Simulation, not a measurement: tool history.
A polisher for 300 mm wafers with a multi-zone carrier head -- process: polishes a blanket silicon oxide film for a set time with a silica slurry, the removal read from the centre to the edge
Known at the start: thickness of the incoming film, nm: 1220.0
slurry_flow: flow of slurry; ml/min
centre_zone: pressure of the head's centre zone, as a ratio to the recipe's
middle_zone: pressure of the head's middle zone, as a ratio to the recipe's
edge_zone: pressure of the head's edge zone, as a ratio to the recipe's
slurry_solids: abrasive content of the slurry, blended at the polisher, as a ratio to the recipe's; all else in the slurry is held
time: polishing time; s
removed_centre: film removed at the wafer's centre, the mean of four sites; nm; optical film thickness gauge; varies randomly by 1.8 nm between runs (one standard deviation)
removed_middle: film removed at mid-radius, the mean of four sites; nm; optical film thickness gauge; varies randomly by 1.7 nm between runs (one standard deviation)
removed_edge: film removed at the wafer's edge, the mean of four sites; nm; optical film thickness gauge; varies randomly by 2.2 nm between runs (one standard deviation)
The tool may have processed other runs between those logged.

run	hour	slurry_flow	centre_zone	middle_zone	edge_zone	slurry_solids	time	removed_centre	removed_middle	removed_edge
1	0.0	290	1.00	1.00	1.00	1.00	44	143.73	149.23	141.42
2	4.2	295	1.03	1.01	1.03	1.05	44	152.30	152.74	145.81
3	8.5	295	1.03	1.07	1.03	1.05	44	150.81	161.39	146.71
4	10.4	300	1.05	1.07	1.05	1.10	44	157.75	161.92	154.80
5	18.6	300	1.05	1.00	1.05	1.10	44	157.57	156.41	154.50
6	20.9	300	1.05	1.00	1.05	1.10	36	127.10	127.01	125.32
7	28.9	300	1.05	1.00	1.05	1.10	36	129.11	126.16	124.75
8	35.9	305	1.08	1.02	1.05	1.20	37	141.28	136.13	133.20
9	38.7	310	1.10	1.04	1.06	1.25	38	149.72	146.37	138.54
10	41.4	315	1.12	1.04	1.08	1.30	39	157.79	152.78	144.31
11	50.1	315	1.13	1.03	1.09	1.35	40	168.81	157.91	149.52
12	55.2	315	1.13	1.03	1.11	1.40	41	172.67	164.41	162.42
13	61.0	320	1.14	1.03	1.12	1.40	41	173.72	163.33	155.57
14	62.2	320	1.14	1.02	1.11	1.40	42	178.85	163.93	161.97
15	65.6	320	1.14	1.03	1.11	1.40	42	179.64	165.42	160.41

Run 16 comes next. What will it give?
16	66.4	315	1.14	1.03	1.11	1.40	43	?	?	?

removed_centre: 182.07 nm
removed_middle: 169.26 nm
removed_edge: 165.28 nm
